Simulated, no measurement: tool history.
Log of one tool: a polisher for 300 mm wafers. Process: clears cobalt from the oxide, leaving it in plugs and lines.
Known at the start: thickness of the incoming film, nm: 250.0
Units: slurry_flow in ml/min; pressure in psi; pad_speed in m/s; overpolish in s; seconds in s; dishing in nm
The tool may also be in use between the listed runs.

{"run": 1, "day": 0.0, "slurry_flow": 220, "pressure": 2.5, "pad_speed": 1.1, "overpolish": 10, "seconds": 36.466, "dishing": 42.274}
{"run": 2, "day": 0.338, "slurry_flow": 220, "pressure": 2.5, "pad_speed": 1.1, "overpolish": 14, "seconds": 36.894, "dishing": 50.188}
{"run": 3, "day": 0.504, "slurry_flow": 220, "pressure": 2.5, "pad_speed": 0.9, "overpolish": 14, "seconds": 41.933, "dishing": 46.552}
{"run": 4, "day": 0.675, "slurry_flow": 250, "pressure": 2.5, "pad_speed": 0.9, "overpolish": 14, "seconds": 42.417, "dishing": 48.011}
{"run": 5, "day": 0.954, "slurry_flow": 220, "pressure": 2.5, "pad_speed": 0.9, "overpolish": 14, "seconds": 42.612, "dishing": 45.446}
{"run": 6, "day": 1.054, "slurry_flow": 210, "pressure": 2.2, "pad_speed": 0.9, "overpolish": 14, "seconds": 47.789, "dishing": 43.486}
{"run": 7, "day": 1.171, "slurry_flow": 210, "pressure": 1.9, "pad_speed": 0.9, "overpolish": 14, "seconds": 53.5, "dishing": 39.722}

The next listed run, before its measurement:
{"run": 8, "day": 1.492, "slurry_flow": 210, "pressure": 1.7, "pad_speed": 0.9, "overpolish": 14, "seconds": "?", "dishing": "?"}

Run 8 gave seconds 57.598 s, dishing 38.398 nm.
